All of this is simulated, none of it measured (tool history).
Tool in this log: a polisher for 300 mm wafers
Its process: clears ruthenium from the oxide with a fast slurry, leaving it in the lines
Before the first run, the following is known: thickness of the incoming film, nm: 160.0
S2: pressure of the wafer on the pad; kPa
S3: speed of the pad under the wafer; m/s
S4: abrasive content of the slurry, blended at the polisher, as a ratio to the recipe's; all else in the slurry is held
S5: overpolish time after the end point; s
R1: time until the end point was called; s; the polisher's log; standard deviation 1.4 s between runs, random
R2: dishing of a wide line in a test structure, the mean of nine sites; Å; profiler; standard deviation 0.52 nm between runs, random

Run 1, hour 0.0: flow of slurry (ml/min) 155, S2 24.1 kPa, S3 1.18 m/s, S4 1.00, S5 22 s. Result: R1 26.676 s, R2 879.60 Å.
Run 2, hour 2.2: flow of slurry (ml/min) 155, S2 24.1 kPa, S3 1.06 m/s, S4 1.00, S5 22 s. Result: R1 30.401 s, R2 778.24 Å.
Run 3, hour 9.1: flow of slurry (ml/min) 155, S2 24.1 kPa, S3 1.06 m/s, S4 1.00, S5 29 s. Result: R1 30.750 s, R2 968.09 Å.
Run 4, hour 16.2: flow of slurry (ml/min) 155, S2 24.1 kPa, S3 1.06 m/s, S4 1.15, S5 29 s. Result: R1 30.569 s, R2 1001.50 Å.
Run 5, hour 19.6: flow of slurry (ml/min) 155, S2 24.1 kPa, S3 1.06 m/s, S4 1.15, S5 37 s. Result: R1 29.609 s, R2 1216.50 Å.
Run 6, hour 21.9: flow of slurry (ml/min) 150, S2 22.8 kPa, S3 0.96 m/s, S4 1.00, S5 30 s. Result: R1 36.258 s, R2 889.72 Å.
Run 7, hour 23.7: flow of slurry (ml/min) 165, S2 21.4 kPa, S3 0.86 m/s, S4 0.90, S5 25 s. Result: R1 41.435 s, R2 682.00 Å.
Run 8, hour 32.1: flow of slurry (ml/min) 170, S2 20.0 kPa, S3 0.80 m/s, S4 0.90, S5 21 s. Result: R1 48.177 s, R2 513.06 Å.
Run 9, hour 39.0: flow of slurry (ml/min) 170, S2 18.6 kPa, S3 0.78 m/s, S4 0.90, S5 19 s. Result: R1 52.171 s, R2 451.90 Å.
Run 10, hour 46.9: flow of slurry (ml/min) 170, S2 17.2 kPa, S3 0.76 m/s, S4 0.90, S5 17 s. Result: R1 58.641 s, R2 359.95 Å.
Run 11, hour 50.4: flow of slurry (ml/min) 170, S2 16.5 kPa, S3 0.76 m/s, S4 0.90, S5 16 s. Result: R1 62.181 s, R2 333.34 Å.
Run 12, hour 56.6: flow of slurry (ml/min) 170, S2 15.9 kPa, S3 0.76 m/s, S4 0.90, S5 15 s. Result: R1 61.288 s, R2 295.94 Å.
Run 13, hour 59.0: flow of slurry (ml/min) 165, S2 15.2 kPa, S3 0.76 m/s, S4 0.90, S5 15 s. Result: R1 64.669 s, R2 283.31 Å.
Run 14, hour 65.1: flow of slurry (ml/min) 160, S2 15.2 kPa, S3 0.76 m/s, S4 0.90, S5 15 s. Result: R1 66.173 s, R2 288.42 Å.
Run 15, hour 66.1: flow of slurry (ml/min) 160, S2 13.8 kPa, S3 0.76 m/s, S4 0.90, S5 13 s. Result: R1 72.053 s, R2 235.41 Å.
Run 16, hour 67.9: flow of slurry (ml/min) 160, S2 13.8 kPa, S3 0.76 m/s, S4 0.90, S5 13 s. Result: R1 72.077 s, R2 238.57 Å.

The next listed run, before its measurement:
Run 17, hour 69.0: flow of slurry (ml/min) 165, S2 13.8 kPa, S3 0.76 m/s, S4 0.90, S5 13 s. Result: R1 ?, R2 ?.

{"run 17": {"R1": 74.977, "R2": 231.25}}
